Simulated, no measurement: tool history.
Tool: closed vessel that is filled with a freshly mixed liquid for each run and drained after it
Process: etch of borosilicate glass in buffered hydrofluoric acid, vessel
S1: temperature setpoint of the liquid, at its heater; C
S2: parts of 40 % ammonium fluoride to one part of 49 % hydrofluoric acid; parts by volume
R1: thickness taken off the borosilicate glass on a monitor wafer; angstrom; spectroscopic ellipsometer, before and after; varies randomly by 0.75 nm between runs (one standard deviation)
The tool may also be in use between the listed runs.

{"run": 1, "hour": 0.0, "S1": 21.0, "S2": 18.0, "time in the liquid (s)": 145, "R1": 1002.7}
{"run": 2, "hour": 3.9, "S1": 23.0, "S2": 17.5, "time in the liquid (s)": 145, "R1": 1145.5}
{"run": 3, "hour": 12.4, "S1": 23.0, "S2": 17.5, "time in the liquid (s)": 155, "R1": 1232.2}
{"run": 4, "hour": 18.9, "S1": 24.5, "S2": 17.0, "time in the liquid (s)": 155, "R1": 1385.6}
{"run": 5, "hour": 20.9, "S1": 24.5, "S2": 12.0, "time in the liquid (s)": 155, "R1": 1933.1}
{"run": 6, "hour": 25.4, "S1": 24.0, "S2": 12.0, "time in the liquid (s)": 155, "R1": 1884.0}

Estimate the outcome of run 7 from the log above:
{"run": 7, "hour": 33.9, "S1": 23.5, "S2": 12.0, "time in the liquid (s)": 155, "R1": "?"}

{"run 7": {"R1": 1830.8}}
